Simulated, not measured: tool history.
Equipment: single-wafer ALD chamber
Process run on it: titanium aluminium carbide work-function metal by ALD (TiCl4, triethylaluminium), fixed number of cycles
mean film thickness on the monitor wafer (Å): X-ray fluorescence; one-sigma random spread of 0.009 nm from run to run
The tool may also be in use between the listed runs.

run,hour,heater temperature setpoint (°C),triethylaluminium pulse time (s),mean film thickness on the monitor wafer (Å)
1,0,290,7.49,19.49
2,7.1,288,7.26,19.265
3,8.3,286,7,19.094
4,10.8,286,5.56,18.113
5,14,281,5.56,17.603
6,20.3,281,3.78,15.82
7,22.3,282,3.87,16.002
8,29.6,283,3.96,16.247

For run 9, what comes out?
9,34.8,284,4.03,?

{"run 9": {"mean film thickness on the monitor wafer (Å)": 16.226}}
